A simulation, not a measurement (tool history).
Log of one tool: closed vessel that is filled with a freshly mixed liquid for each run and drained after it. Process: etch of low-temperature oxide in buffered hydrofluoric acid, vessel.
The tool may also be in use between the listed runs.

run,hour,temperature setpoint of the liquid (K),parts of 40 % ammonium fluoride to one part of 49 % hydrofluoric acid (parts by volume),time in the liquid (s),thickness taken off the low-temperature oxide on a monitor wafer (Å)
1,0,295.15,13,85,1993.3
2,2.3,295.15,11.5,85,2204
3,6.8,294.65,11.5,85,2157.2
4,13.1,294.65,11.5,90,2315.1
5,19.7,294.65,13,90,2015.9
6,23.6,294.15,13,90,2007.5
7,32.6,293.65,13,90,1940.7
8,38.5,293.15,13,90,1879

Run 9 is up next; what results do you expect?
9,46.1,292.15,13,90,?

thickness taken off the low-temperature oxide on a monitor wafer (Å): 1795.2

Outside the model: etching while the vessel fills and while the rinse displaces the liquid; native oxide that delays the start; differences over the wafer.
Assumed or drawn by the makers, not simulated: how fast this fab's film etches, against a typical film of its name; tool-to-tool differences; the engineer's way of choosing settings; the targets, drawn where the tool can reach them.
